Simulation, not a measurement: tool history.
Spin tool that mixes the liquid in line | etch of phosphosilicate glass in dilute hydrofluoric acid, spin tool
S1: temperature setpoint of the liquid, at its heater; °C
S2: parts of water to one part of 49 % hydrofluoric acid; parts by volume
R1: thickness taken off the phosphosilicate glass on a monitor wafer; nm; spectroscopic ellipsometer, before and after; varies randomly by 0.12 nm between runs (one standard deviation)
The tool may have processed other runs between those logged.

run 1 day=0.000 | S1=24.0 S2=235 time_under_the_liquid_(s)=55 | R1=22.340
run 2 day=0.075 | S1=26.0 S2=230 time_under_the_liquid_(s)=55 | R1=24.392
run 3 day=0.229 | S1=26.0 S2=315 time_under_the_liquid_(s)=55 | R1=16.331
run 4 day=0.258 | S1=26.0 S2=315 time_under_the_liquid_(s)=55 | R1=16.253
run 5 day=0.379 | S1=26.0 S2=390 time_under_the_liquid_(s)=55 | R1=12.156
run 6 day=0.529 | S1=26.0 S2=390 time_under_the_liquid_(s)=60 | R1=13.241
run 7 day=0.642 | S1=27.5 S2=350 time_under_the_liquid_(s)=60 | R1=16.072
run 8 day=1.012 | S1=28.0 S2=310 time_under_the_liquid_(s)=60 | R1=19.338
run 9 day=1.196 | S1=28.5 S2=280 time_under_the_liquid_(s)=60 | R1=22.553
run 10 day=1.429 | S1=29.0 S2=260 time_under_the_liquid_(s)=60 | R1=25.188
run 11 day=1.646 | S1=29.5 S2=245 time_under_the_liquid_(s)=60 | R1=27.867
run 12 day=1.929 | S1=30.0 S2=235 time_under_the_liquid_(s)=60 | R1=29.761

What does the tool deliver on the next run?
run 13 day=1.967 | S1=30.5 S2=230 time_under_the_liquid_(s)=60 | R1=?

For run 13 the tool returned R1 31.267 nm.
